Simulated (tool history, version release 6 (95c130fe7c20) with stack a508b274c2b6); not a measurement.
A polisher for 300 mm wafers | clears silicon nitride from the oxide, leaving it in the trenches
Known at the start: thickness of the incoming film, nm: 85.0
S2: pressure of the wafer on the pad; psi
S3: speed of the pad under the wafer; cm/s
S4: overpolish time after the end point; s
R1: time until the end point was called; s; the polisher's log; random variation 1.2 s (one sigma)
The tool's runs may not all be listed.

{"run": 1, "day": 0.0, "flow of slurry (ml/min)": 235, "S2": 2.8, "S3": 128, "S4": 47, "R1": 75.988}
{"run": 2, "day": 0.071, "flow of slurry (ml/min)": 235, "S2": 2.7, "S3": 128, "S4": 47, "R1": 80.719}
{"run": 3, "day": 0.188, "flow of slurry (ml/min)": 180, "S2": 2.7, "S3": 128, "S4": 47, "R1": 83.354}
{"run": 4, "day": 0.238, "flow of slurry (ml/min)": 180, "S2": 2.7, "S3": 102, "S4": 47, "R1": 103.62}
{"run": 5, "day": 0.325, "flow of slurry (ml/min)": 180, "S2": 2.7, "S3": 72, "S4": 47, "R1": 143.64}
{"run": 6, "day": 0.4, "flow of slurry (ml/min)": 180, "S2": 2.4, "S3": 72, "S4": 47, "R1": 161.11}
{"run": 7, "day": 0.521, "flow of slurry (ml/min)": 180, "S2": 2.5, "S3": 72, "S4": 47, "R1": 151.54}
{"run": 8, "day": 0.575, "flow of slurry (ml/min)": 180, "S2": 2.6, "S3": 72, "S4": 47, "R1": 147.19}
{"run": 9, "day": 0.75, "flow of slurry (ml/min)": 185, "S2": 2.9, "S3": 72, "S4": 47, "R1": 134.36}

Run 10 comes next. What will it give?
{"run": 10, "day": 0.817, "flow of slurry (ml/min)": 185, "S2": 3.0, "S3": 72, "S4": 47, "R1": "?"}

R1: 131.730 s
